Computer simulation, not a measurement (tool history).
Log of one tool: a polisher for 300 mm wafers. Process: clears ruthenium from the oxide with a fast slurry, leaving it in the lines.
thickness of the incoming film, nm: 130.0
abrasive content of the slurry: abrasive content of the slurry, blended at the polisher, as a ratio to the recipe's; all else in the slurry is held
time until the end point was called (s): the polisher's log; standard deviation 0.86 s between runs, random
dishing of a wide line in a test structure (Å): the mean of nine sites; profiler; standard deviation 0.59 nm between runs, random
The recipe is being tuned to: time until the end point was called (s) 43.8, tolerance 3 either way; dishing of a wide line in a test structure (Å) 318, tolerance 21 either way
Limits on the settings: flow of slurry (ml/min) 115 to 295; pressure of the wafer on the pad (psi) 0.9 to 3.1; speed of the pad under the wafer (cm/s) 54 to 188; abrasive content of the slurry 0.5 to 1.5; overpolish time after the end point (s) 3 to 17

run,hour,flow of slurry (ml/min),pressure of the wafer on the pad (psi),speed of the pad under the wafer (cm/s),abrasive content of the slurry,overpolish time after the end point (s),time until the end point was called (s),dishing of a wide line in a test structure (Å)
1,0,190,2,120,1,9,31.211,286.96
2,7.3,190,1.9,120,1,10,33.31,287.26
3,11.1,190,1.9,96,1,10,39.559,237.76
4,16.6,190,1.9,80,1,10,45.39,207.24
5,23.6,190,1.5,80,1,10,56.51,171.22
6,29.6,190,1.6,82,1,11,53.085,201.94
7,32.8,190,1.7,82,1,11,48.409,216.37
8,41.2,185,1.7,86,0.95,13,50.095,240.91
9,45.2,190,1.8,88,0.95,14,45.424,287.7

Exercise: of the 4 proposed moves below, exactly one satisfies all targets within the stated allowed misses. Which move is it?
A,49.2,195,2.4,80,1.05,12,?,?
B,49.2,235,1.5,80,1.4,17,?,?
C,49.2,155,1.7,94,1.15,15,?,?
D,49.2,180,1.8,98,0.9,17,?,?

move,time until the end point was called (s),dishing of a wide line in a test structure (Å)
A,34.647,316.09
B,47.279,326.68
C,41.956,325.04
D,42.162,360.92
A: the furthest-off result lands on target, but another misses its tolerance
B: the furthest-off result lands on target, but another misses its tolerance
C: all results in spec
D: the result that was furthest off in the last run now lies on the other side of its target
So the answer is move C, the one that meets all the targets.
